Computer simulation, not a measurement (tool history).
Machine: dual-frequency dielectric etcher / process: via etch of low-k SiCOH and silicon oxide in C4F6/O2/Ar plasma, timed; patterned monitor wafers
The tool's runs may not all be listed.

run  hour  source power (kW)  bias power (kW)  etch time (s)  mean etch depth across the wafer (Å)
  1   0.0              0.250            0.252          114.5                                2930.7
  2   5.1              0.240            0.243          114.5                                2837.8
  3   5.7              0.260            0.243          114.5                                2917.0
  4  13.1              0.250            0.235          114.5                                2827.0
  5  14.0              0.210            0.235          114.5                                2660.8
  6  22.0              0.210            0.235          114.5                                2678.9
  7  25.5              0.200            0.229          114.5                                2607.0
  8  31.7              0.190            0.224          114.5                                2545.9
  9  33.8              0.190            0.220          114.5                                2520.9
 10  42.2              0.190            0.217          114.5                                2523.2
 11  45.3              0.190            0.213          114.5                                2474.1
 12  45.9              0.190            0.211          114.5                                2480.8
 13  54.3              0.190            0.209          114.5                                2481.4
 14  56.8              0.190            0.209          114.5                                2474.4
 15  63.3              0.190            0.207          114.5                                2459.3
 16  67.6              0.190            0.205          114.5                                2460.4
 17  72.7              0.190            0.203          114.5                                2444.9
 18  79.5              0.190            0.202          114.5                                2456.6

Forecast run 19:
 19  86.0              0.190            0.201          114.5                                     ?

mean etch depth across the wafer (Å): 2446.3
